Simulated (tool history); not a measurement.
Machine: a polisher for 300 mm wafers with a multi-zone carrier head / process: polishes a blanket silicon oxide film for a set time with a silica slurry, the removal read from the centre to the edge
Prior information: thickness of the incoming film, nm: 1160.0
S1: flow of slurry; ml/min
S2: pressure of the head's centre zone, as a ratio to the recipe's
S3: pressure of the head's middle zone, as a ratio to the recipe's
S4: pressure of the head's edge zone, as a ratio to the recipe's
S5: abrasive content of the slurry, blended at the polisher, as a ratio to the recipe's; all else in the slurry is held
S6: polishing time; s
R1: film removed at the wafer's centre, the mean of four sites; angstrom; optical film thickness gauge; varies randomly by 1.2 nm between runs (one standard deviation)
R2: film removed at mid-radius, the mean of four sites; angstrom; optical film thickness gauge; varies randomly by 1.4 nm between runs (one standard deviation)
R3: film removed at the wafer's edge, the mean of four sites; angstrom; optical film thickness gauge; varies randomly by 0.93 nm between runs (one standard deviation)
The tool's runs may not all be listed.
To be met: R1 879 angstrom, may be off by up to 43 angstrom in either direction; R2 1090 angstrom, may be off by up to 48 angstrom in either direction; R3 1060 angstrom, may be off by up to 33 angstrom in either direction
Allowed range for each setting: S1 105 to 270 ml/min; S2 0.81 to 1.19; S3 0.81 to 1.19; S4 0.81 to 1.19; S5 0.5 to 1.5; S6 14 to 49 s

| run | hour | S1 | S2 | S3 | S4 | S5 | S6 | R1 | R2 | R3 |
|---|---|---|---|---|---|---|---|---|---|---|
| 1 | 0 | 175 | 1 | 1 | 1 | 1 | 31 | 1107 | 1076.6 | 1090.4 |
| 2 | 6.2 | 170 | 0.97 | 1.01 | 1 | 1 | 31 | 1057.6 | 1110.9 | 1112.6 |
| 3 | 9 | 170 | 0.97 | 1.04 | 1 | 1 | 31 | 1101.5 | 1106.8 | 1118.8 |
| 4 | 15.3 | 170 | 0.97 | 1.04 | 1.04 | 1 | 31 | 1096.3 | 1149.6 | 1123.4 |
| 5 | 22.9 | 170 | 0.97 | 1.04 | 1.04 | 1 | 23 | 817.56 | 817.5 | 833.44 |
| 6 | 28.8 | 175 | 0.95 | 1.05 | 1.05 | 1.05 | 23 | 803.41 | 879.56 | 852.06 |
| 7 | 34.9 | 170 | 0.94 | 1.04 | 1.05 | 1.1 | 23 | 785.54 | 869.4 | 864.84 |
| 8 | 37.4 | 170 | 0.94 | 1.04 | 1.05 | 1.1 | 23 | 794.78 | 851.29 | 876.28 |
| 9 | 38.7 | 175 | 0.93 | 1.05 | 1.06 | 1.15 | 23 | 800.18 | 880.97 | 894.54 |
| 10 | 45.1 | 175 | 0.93 | 1.05 | 1.06 | 1.15 | 23 | 817.18 | 891.49 | 882.8 |
| 11 | 50.9 | 175 | 0.92 | 1.05 | 1.06 | 1.2 | 23 | 812.94 | 924.81 | 911.6 |
| 12 | 54 | 175 | 0.92 | 1.05 | 1.07 | 1.25 | 23 | 817.66 | 915.5 | 915.86 |
| 13 | 56.8 | 215 | 0.85 | 1.15 | 1.16 | 1.5 | 24 | 867.25 | 1149.5 | 1094 |

Which single option among these 4 for the next run brings every result within its allowed miss of target? Just one does.
| A | 59.6 | 215 | 0.83 | 1.05 | 1.19 | 1.5 | 25 | ? | ? | ? |
| B | 59.6 | 150 | 0.84 | 1.06 | 1.16 | 1.25 | 28 | ? | ? | ? |
| C | 59.6 | 250 | 0.88 | 1.13 | 1.18 | 1.5 | 23 | ? | ? | ? |
| D | 59.6 | 185 | 0.83 | 1.04 | 1.19 | 1.5 | 26 | ? | ? | ? |

| move | R1 | R2 | R3 |
|---|---|---|---|
| A | 884.36 | 1104 | 1145.1 |
| B | 877.52 | 1099.3 | 1135.1 |
| C | 882.86 | 1103.1 | 1063.6 |
| D | 895.87 | 1112.4 | 1170.4 |
A: puts the biggest miss on target and leaves a different result outside tolerance
B: puts the biggest miss on target and leaves a different result outside tolerance
C: in spec on every target
D: puts the biggest miss on target and leaves a different result outside tolerance
Correct choice: C, which meets every target

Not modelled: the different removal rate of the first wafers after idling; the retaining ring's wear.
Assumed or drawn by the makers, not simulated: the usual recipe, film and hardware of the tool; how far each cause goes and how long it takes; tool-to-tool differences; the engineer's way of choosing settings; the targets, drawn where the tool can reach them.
